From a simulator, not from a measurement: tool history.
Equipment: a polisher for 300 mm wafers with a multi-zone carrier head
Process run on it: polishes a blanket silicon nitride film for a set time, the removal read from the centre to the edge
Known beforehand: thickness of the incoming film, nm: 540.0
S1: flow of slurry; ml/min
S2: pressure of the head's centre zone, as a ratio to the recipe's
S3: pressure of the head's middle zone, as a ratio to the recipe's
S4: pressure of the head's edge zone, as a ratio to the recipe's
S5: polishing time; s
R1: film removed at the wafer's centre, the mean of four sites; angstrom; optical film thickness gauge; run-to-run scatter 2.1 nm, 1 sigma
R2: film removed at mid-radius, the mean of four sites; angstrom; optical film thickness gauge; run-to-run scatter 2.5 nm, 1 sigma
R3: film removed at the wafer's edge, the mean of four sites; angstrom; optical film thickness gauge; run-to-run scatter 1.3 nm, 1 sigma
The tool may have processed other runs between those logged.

Run 1, hour 0.0: S1 180 ml/min, S2 1.00, S3 1.00, S4 1.00, S5 81 s. Result: R1 1554.8 angstrom, R2 1628.0 angstrom, R3 1600.1 angstrom.
Run 2, hour 1.3: S1 160 ml/min, S2 1.00, S3 1.00, S4 1.00, S5 81 s. Result: R1 1518.3 angstrom, R2 1611.2 angstrom, R3 1555.3 angstrom.
Run 3, hour 7.9: S1 160 ml/min, S2 1.04, S3 1.00, S4 1.00, S5 81 s. Result: R1 1610.5 angstrom, R2 1597.6 angstrom, R3 1573.4 angstrom.
Run 4, hour 11.4: S1 160 ml/min, S2 1.04, S3 1.00, S4 1.07, S5 81 s. Result: R1 1594.8 angstrom, R2 1590.7 angstrom, R3 1595.4 angstrom.
Run 5, hour 19.1: S1 205 ml/min, S2 1.04, S3 1.00, S4 1.07, S5 81 s. Result: R1 1669.8 angstrom, R2 1640.1 angstrom, R3 1662.9 angstrom.
Run 6, hour 22.6: S1 210 ml/min, S2 1.05, S3 1.02, S4 1.06, S5 82 s. Result: R1 1715.2 angstrom, R2 1728.1 angstrom, R3 1671.4 angstrom.

Estimate the outcome of run 7 from the log above:
Run 7, hour 31.6: S1 260 ml/min, S2 1.15, S3 1.12, S4 1.16, S5 90 s. Result: R1 ?, R2 ?, R3 ?.

Run 7 produced R1 2162.2 angstrom, R2 2101.7 angstrom, R3 1942.2 angstrom.

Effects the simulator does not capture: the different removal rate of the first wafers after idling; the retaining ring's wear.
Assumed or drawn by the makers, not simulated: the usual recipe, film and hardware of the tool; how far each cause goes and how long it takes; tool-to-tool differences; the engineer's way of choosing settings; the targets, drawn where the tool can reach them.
